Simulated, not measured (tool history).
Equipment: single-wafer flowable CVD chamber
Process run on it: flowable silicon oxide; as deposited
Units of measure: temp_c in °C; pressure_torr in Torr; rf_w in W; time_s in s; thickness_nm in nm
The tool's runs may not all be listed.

run,day,temp_c,pressure_torr,rf_w,time_s,thickness_nm
1,0.000,100,0.899,2390,1165,793.96
2,0.062,102,0.898,2390,1165,744.92
3,0.279,102,0.898,2390,1165,750.02
4,0.429,104,0.897,2390,1165,706.35
5,0.775,96,0.897,2390,1165,898.28
6,0.862,96,0.897,2390,1165,886.01
7,1.000,99,0.896,2390,1165,815.64
8,1.371,101,0.895,2390,1165,764.78

Run 9 has not been measured yet. What should we expect?
9,1.683,113,0.890,2390,1165,?

thickness_nm: 542.13 nm

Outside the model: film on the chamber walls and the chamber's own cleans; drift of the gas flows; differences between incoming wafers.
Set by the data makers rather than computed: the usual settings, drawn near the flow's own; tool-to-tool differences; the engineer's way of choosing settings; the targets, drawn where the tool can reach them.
